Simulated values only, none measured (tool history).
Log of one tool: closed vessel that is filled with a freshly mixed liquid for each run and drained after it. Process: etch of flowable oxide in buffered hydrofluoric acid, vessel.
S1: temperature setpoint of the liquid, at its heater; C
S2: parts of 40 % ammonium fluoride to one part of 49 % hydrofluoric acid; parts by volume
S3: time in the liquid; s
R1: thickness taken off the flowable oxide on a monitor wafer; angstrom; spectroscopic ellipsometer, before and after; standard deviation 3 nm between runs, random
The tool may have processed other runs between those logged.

run 1 hour=0 | S1=23 S2=14 S3=100 | R1=2927.8
run 2 hour=6.4 | S1=24.5 S2=14 S3=100 | R1=3185.8
run 3 hour=12.9 | S1=26 S2=14 S3=100 | R1=3395.5
run 4 hour=14 | S1=27.5 S2=14 S3=100 | R1=3703.5
run 5 hour=21.9 | S1=28 S2=14 S3=100 | R1=3846.6
run 6 hour=30.8 | S1=26.5 S2=14 S3=100 | R1=3559.3
run 7 hour=40 | S1=27.5 S2=14 S3=100 | R1=3727.6
run 8 hour=44.9 | S1=28 S2=14 S3=100 | R1=3798.7
run 9 hour=48 | S1=28.5 S2=14 S3=100 | R1=3986.4
run 10 hour=49.5 | S1=29 S2=14 S3=100 | R1=4045.3

What will run 11 give?
run 11 hour=52.5 | S1=29.5 S2=14 S3=100 | R1=?

{"run 11": {"R1": 4116.6}}
